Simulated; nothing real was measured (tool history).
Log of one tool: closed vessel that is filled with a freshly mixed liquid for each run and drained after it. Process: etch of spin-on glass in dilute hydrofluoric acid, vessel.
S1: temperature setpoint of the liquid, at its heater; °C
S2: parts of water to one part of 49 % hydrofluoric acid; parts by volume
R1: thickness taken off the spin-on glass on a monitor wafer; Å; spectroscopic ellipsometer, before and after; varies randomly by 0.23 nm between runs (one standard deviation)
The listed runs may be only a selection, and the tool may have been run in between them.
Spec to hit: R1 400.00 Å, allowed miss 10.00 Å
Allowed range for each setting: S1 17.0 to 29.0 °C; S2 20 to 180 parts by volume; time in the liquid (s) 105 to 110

Run 1, day 0.000: S1 21.0 °C, S2 100 parts by volume, time in the liquid (s) 105. Result: R1 523.64 Å.
Run 2, day 0.054: S1 21.0 °C, S2 100 parts by volume, time in the liquid (s) 110. Result: R1 551.60 Å.
Run 3, day 0.304: S1 20.5 °C, S2 100 parts by volume, time in the liquid (s) 110. Result: R1 542.61 Å.
Run 4, day 0.375: S1 20.0 °C, S2 100 parts by volume, time in the liquid (s) 110. Result: R1 524.06 Å.
Run 5, day 0.567: S1 19.5 °C, S2 100 parts by volume, time in the liquid (s) 110. Result: R1 517.04 Å.
Run 6, day 0.662: S1 19.5 °C, S2 100 parts by volume, time in the liquid (s) 105. Result: R1 492.27 Å.
Run 7, day 1.021: S1 19.0 °C, S2 100 parts by volume, time in the liquid (s) 105. Result: R1 482.23 Å.
Run 8, day 1.317: S1 18.5 °C, S2 100 parts by volume, time in the liquid (s) 105. Result: R1 471.09 Å.
Run 9, day 1.367: S1 17.5 °C, S2 105 parts by volume, time in the liquid (s) 105. Result: R1 427.85 Å.

Pick the move, out of 4, that brings all results within their allowed miss; only one does.
Run A, day 1.417: S1 18.0 °C, S2 120 parts by volume, time in the liquid (s) 105. Result: R1 ?.
Run B, day 1.417: S1 18.0 °C, S2 100 parts by volume, time in the liquid (s) 105. Result: R1 ?.
Run C, day 1.417: S1 19.5 °C, S2 110 parts by volume, time in the liquid (s) 110. Result: R1 ?.
Run D, day 1.417: S1 18.0 °C, S2 120 parts by volume, time in the liquid (s) 110. Result: R1 ?.

move      R1
   A  377.32
   B  462.38
   C  463.57
   D  395.29
A: pushes the last run's worst result past its target
B: the biggest miss grows against the last run
C: the biggest miss grows against the last run
D: every result within its allowed miss
Go with D: it meets all targets.

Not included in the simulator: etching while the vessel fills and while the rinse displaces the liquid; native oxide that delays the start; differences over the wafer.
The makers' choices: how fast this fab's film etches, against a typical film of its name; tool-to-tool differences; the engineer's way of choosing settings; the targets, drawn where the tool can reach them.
